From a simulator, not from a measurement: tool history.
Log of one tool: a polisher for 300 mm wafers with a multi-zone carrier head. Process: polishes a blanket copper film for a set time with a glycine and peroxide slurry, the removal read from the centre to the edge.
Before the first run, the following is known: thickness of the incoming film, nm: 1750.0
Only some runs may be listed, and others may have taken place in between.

run  hour  flow of slurry (ml/min)  pressure of the head's centre zone  pressure of the head's middle zone  pressure of the head's edge zone  polishing time (s)  film removed at the wafer's centre (angstrom)  film removed at mid-radius (angstrom)  film removed at the wafer's edge (angstrom)
  1   0.0                      290                                1.00                                1.00                              1.00                  89                                         3973.4                                 3995.3                                       4058.7
  2   7.9                      285                                0.98                                0.98                              0.98                  87                                         3758.9                                 3778.3                                       3947.7
  3  10.0                      285                                0.97                                0.97                              0.96                  85                                         3660.4                                 3675.7                                       3740.0
  4  10.5                      280                                0.95                                0.95                              0.95                  84                                         3573.7                                 3632.0                                       3712.0
  5  13.2                      280                                0.95                                0.91                              0.95                  84                                         3597.4                                 3420.3                                       3685.1
  6  19.2                      275                                0.93                                0.90                              0.95                  83                                         3446.5                                 3355.4                                       3667.7

Run 7 has not been measured yet. What should we expect?
  7  26.5                      270                                0.91                                0.89                              0.94                  82                                              ?                                      ?                                            ?

{"run 7": {"film removed at the wafer's centre (angstrom)": 3315.8, "film removed at mid-radius (angstrom)": 3369.2, "film removed at the wafer's edge (angstrom)": 3613.2}}

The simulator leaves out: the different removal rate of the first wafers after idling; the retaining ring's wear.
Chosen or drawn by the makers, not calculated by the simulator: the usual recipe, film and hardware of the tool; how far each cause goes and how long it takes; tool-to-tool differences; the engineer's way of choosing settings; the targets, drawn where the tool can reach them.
